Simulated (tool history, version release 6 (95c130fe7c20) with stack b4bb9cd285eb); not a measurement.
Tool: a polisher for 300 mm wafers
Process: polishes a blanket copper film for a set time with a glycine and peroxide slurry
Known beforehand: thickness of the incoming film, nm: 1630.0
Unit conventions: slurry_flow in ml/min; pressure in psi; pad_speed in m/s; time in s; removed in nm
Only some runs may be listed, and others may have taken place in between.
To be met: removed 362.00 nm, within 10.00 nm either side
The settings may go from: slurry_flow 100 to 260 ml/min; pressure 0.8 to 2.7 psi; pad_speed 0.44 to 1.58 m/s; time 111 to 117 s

| run | hour | slurry_flow | pressure | pad_speed | time | removed |
|---|---|---|---|---|---|---|
| 1 | 0.0 | 165 | 1.7 | 1.00 | 111 | 422.04 |
| 2 | 0.8 | 155 | 1.6 | 1.00 | 111 | 394.66 |
| 3 | 9.8 | 145 | 1.6 | 1.00 | 111 | 394.60 |
| 4 | 14.6 | 140 | 1.5 | 1.00 | 111 | 377.53 |
| 5 | 21.8 | 140 | 1.5 | 1.12 | 111 | 400.40 |
| 6 | 23.1 | 140 | 1.7 | 1.12 | 111 | 441.84 |
| 7 | 24.6 | 140 | 1.7 | 1.12 | 111 | 447.86 |
| 8 | 31.3 | 140 | 1.6 | 1.12 | 111 | 423.47 |
| 9 | 37.8 | 135 | 1.5 | 1.12 | 111 | 404.85 |
| 10 | 44.9 | 130 | 1.4 | 1.12 | 111 | 385.06 |

Exactly one of the 4 candidate moves below puts every result within its allowed miss. Which one?
| A | 52.0 | 115 | 1.2 | 1.28 | 117 | ? |
| B | 52.0 | 105 | 1.4 | 1.16 | 114 | ? |
| C | 52.0 | 100 | 1.2 | 1.28 | 111 | ? |
| D | 52.0 | 145 | 1.7 | 0.90 | 114 | ? |

| move | removed |
|---|---|
| A | 391.68 |
| B | 392.56 |
| C | 364.60 |
| D | 392.11 |
A: moves away from the targets compared with the last run
B: moves away from the targets compared with the last run
C: hits every target within its allowed miss
D: moves away from the targets compared with the last run
C is the move that brings every result within its allowed miss.
